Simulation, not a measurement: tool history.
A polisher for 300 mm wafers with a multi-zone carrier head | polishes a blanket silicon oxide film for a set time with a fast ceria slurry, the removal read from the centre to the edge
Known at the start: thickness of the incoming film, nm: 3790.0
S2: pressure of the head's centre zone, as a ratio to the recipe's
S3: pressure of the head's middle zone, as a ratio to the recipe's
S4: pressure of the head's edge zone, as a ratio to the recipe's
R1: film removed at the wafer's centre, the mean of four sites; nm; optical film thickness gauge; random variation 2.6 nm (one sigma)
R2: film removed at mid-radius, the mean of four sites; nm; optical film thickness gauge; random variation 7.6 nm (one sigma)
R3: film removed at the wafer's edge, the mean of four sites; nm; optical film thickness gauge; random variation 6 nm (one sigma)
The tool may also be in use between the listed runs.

run 1 hour=0 | flow_of_slurry_(ml/min)=140 S2=1 S3=1 S4=1 polishing_time_(s)=32 | R1=414.56 R2=415.1 R3=394.81
run 2 hour=2.3 | flow_of_slurry_(ml/min)=140 S2=1 S3=1 S4=1.08 polishing_time_(s)=32 | R1=417.21 R2=426.09 R3=422.15
run 3 hour=6.3 | flow_of_slurry_(ml/min)=140 S2=1 S3=0.91 S4=1.08 polishing_time_(s)=32 | R1=411.22 R2=383.45 R3=408.09
run 4 hour=15.2 | flow_of_slurry_(ml/min)=140 S2=1 S3=0.91 S4=1.08 polishing_time_(s)=37 | R1=476.77 R2=438.48 R3=471.97
run 5 hour=20.9 | flow_of_slurry_(ml/min)=140 S2=1 S3=0.86 S4=1.08 polishing_time_(s)=37 | R1=477.72 R2=431.3 R3=473.95
run 6 hour=21.7 | flow_of_slurry_(ml/min)=140 S2=1 S3=0.86 S4=1.08 polishing_time_(s)=30 | R1=383.48 R2=338.34 R3=388.85
run 7 hour=30.6 | flow_of_slurry_(ml/min)=180 S2=0.9 S3=0.96 S4=1.18 polishing_time_(s)=37 | R1=443.73 R2=491.19 R3=508.36

The next listed run, before its measurement:
run 8 hour=34.5 | flow_of_slurry_(ml/min)=180 S2=0.89 S3=0.98 S4=1.17 polishing_time_(s)=37 | R1=? R2=? R3=?

Run 8 gave R1 439.3 nm, R2 499.3 nm, R3 510.71 nm.
